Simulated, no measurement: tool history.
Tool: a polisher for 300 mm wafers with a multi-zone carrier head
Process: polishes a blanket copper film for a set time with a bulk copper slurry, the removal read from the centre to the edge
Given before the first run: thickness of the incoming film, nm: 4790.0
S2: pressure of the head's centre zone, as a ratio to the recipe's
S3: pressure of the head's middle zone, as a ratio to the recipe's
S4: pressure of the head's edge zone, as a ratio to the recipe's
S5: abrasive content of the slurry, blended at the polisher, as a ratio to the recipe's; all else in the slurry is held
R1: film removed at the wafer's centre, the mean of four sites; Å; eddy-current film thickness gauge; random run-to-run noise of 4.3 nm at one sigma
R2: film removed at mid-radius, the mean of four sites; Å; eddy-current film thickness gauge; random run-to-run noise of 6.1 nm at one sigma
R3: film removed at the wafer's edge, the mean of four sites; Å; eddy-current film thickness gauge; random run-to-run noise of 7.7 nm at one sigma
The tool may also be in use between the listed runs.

run 1 day=0.000 | flow_of_slurry_(ml/min)=275 S2=1.00 S3=1.00 S4=1.00 S5=1.00 polishing_time_(s)=80 | R1=10382.0 R2=10439.0 R3=10492.0
run 2 day=0.308 | flow_of_slurry_(ml/min)=275 S2=0.95 S3=1.00 S4=1.00 S5=1.00 polishing_time_(s)=80 | R1=9923.9 R2=10564.0 R3=10319.0
run 3 day=0.521 | flow_of_slurry_(ml/min)=270 S2=0.95 S3=0.97 S4=0.98 S5=0.90 polishing_time_(s)=78 | R1=9321.3 R2=9576.6 R3=9713.7
run 4 day=0.738 | flow_of_slurry_(ml/min)=270 S2=0.94 S3=0.95 S4=0.96 S5=0.85 polishing_time_(s)=77 | R1=8987.4 R2=9215.2 R3=9506.6
run 5 day=0.962 | flow_of_slurry_(ml/min)=270 S2=0.94 S3=1.01 S4=0.96 S5=0.85 polishing_time_(s)=77 | R1=9042.9 R2=9796.3 R3=9363.8
run 6 day=1.000 | flow_of_slurry_(ml/min)=270 S2=0.94 S3=1.01 S4=0.96 S5=0.85 polishing_time_(s)=64 | R1=7465.9 R2=7932.0 R3=7641.3
run 7 day=1.212 | flow_of_slurry_(ml/min)=265 S2=0.94 S3=0.99 S4=0.94 S5=0.85 polishing_time_(s)=64 | R1=7449.4 R2=7850.5 R3=7566.5
run 8 day=1.354 | flow_of_slurry_(ml/min)=260 S2=0.94 S3=0.97 S4=0.93 S5=0.85 polishing_time_(s)=64 | R1=7424.7 R2=7631.7 R3=7439.1
run 9 day=1.696 | flow_of_slurry_(ml/min)=250 S2=0.94 S3=0.95 S4=0.93 S5=0.85 polishing_time_(s)=64 | R1=7425.1 R2=7493.2 R3=7578.8
run 10 day=1.988 | flow_of_slurry_(ml/min)=245 S2=0.94 S3=0.94 S4=0.92 S5=0.85 polishing_time_(s)=64 | R1=7348.4 R2=7344.3 R3=7438.2

Estimate the outcome of run 11 from the log above:
run 11 day=2.179 | flow_of_slurry_(ml/min)=235 S2=0.94 S3=0.93 S4=0.92 S5=0.85 polishing_time_(s)=64 | R1=? R2=? R3=?

Run 11 measured R1 7302.2 Å, R2 7359.5 Å, R3 7369.4 Å.

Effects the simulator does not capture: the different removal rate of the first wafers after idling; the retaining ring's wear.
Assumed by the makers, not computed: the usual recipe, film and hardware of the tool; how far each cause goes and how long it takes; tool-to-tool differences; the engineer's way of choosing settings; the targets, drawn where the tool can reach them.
